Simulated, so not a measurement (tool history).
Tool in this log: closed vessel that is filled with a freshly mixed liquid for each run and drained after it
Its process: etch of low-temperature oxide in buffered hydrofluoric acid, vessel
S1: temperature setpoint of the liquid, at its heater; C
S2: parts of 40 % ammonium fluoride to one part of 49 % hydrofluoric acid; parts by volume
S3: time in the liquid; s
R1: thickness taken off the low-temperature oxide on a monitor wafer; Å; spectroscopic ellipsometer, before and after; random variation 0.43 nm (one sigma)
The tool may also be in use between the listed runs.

run  hour    S1    S2  S3       R1
  1   0.0  21.0  23.0  90   981.84
  2   0.8  22.0  23.0  90  1048.10
  3   3.1  22.5  23.0  90  1068.70
  4   6.2  23.0  23.0  90  1100.30
  5  11.9  26.0  23.0  90  1299.40
  6  18.4  26.0  23.0  95  1372.70
  7  27.2  25.0  23.0  95  1298.90

Forecast run 8:
  8  30.7  24.0  23.0  95   ?

Run 8 produced R1 1226.30 Å.

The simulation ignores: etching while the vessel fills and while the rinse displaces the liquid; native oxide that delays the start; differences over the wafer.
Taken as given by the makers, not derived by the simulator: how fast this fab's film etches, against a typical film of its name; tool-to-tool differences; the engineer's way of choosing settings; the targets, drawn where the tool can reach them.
